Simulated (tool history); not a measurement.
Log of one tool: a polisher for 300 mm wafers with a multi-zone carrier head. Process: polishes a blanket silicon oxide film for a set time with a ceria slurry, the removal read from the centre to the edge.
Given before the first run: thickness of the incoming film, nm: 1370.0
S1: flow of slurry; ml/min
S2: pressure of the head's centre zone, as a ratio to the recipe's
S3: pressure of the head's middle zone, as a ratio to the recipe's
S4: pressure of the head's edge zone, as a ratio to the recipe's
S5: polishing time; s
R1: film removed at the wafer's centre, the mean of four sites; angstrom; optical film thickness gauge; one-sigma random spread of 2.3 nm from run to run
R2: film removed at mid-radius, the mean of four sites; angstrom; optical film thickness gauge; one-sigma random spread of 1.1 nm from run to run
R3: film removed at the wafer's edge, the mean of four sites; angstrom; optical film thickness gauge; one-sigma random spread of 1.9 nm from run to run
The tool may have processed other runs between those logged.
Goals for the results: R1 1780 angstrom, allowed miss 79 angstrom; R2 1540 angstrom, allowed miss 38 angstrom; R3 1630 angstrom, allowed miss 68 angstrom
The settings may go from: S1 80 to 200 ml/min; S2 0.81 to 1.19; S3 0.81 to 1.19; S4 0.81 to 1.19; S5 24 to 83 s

| run | day | S1 | S2 | S3 | S4 | S5 | R1 | R2 | R3 |
|---|---|---|---|---|---|---|---|---|---|
| 1 | 0 | 130 | 1 | 1 | 1 | 53 | 2454.5 | 2514.6 | 2549.4 |
| 2 | 0.133 | 125 | 1.01 | 0.97 | 0.97 | 49 | 2223.2 | 2212.2 | 2314.7 |
| 3 | 0.371 | 125 | 1.03 | 0.96 | 0.94 | 46 | 2151.1 | 2075.8 | 2108.8 |
| 4 | 0.404 | 120 | 1.04 | 0.94 | 0.92 | 44 | 2095 | 1924.7 | 2020.2 |
| 5 | 0.683 | 120 | 1.04 | 0.93 | 0.9 | 42 | 1981 | 1847.8 | 1932.4 |
| 6 | 0.746 | 120 | 1.1 | 0.93 | 0.9 | 42 | 2083.9 | 1831.5 | 1871.3 |
|  | 0.938 | edge zone pressure recalibrated |
| 7 | 0.938 | 115 | 1.1 | 0.92 | 0.89 | 41 | 1995.5 | 1747.5 | 1804.1 |
| 8 | 1.092 | 110 | 1.1 | 0.91 | 0.88 | 41 | 2024.5 | 1707.2 | 1754.8 |
| 9 | 1.192 | 105 | 1.08 | 0.91 | 0.87 | 41 | 1905.5 | 1666.2 | 1696.8 |
| 10 | 1.408 | 100 | 1.08 | 0.9 | 0.88 | 41 | 1878.7 | 1652.8 | 1704.4 |
| 11 | 1.588 | 95 | 1.08 | 0.89 | 0.88 | 41 | 1852 | 1607.5 | 1698 |

Below are 4 possible settings for the next run. Only one of them brings all results inside the allowed miss of their targets. Which is it?
| A | 1.767 | 85 | 1 | 0.94 | 0.86 | 44 | ? | ? | ? |
| B | 1.767 | 80 | 1.12 | 0.91 | 0.89 | 41 | ? | ? | ? |
| C | 1.767 | 85 | 1 | 0.98 | 0.86 | 42 | ? | ? | ? |
| D | 1.767 | 115 | 1.07 | 0.97 | 0.92 | 38 | ? | ? | ? |

| move | R1 | R2 | R3 |
|---|---|---|---|
| A | 1734.2 | 1742.5 | 1727.4 |
| B | 1758.5 | 1540.3 | 1607.6 |
| C | 1655.8 | 1722.4 | 1648 |
| D | 1802.2 | 1707.6 | 1641.1 |
A: further off than the last run
B: all results land within tolerance of their targets
C: further off than the last run
D: further off than the last run
Correct choice: B, which meets every target

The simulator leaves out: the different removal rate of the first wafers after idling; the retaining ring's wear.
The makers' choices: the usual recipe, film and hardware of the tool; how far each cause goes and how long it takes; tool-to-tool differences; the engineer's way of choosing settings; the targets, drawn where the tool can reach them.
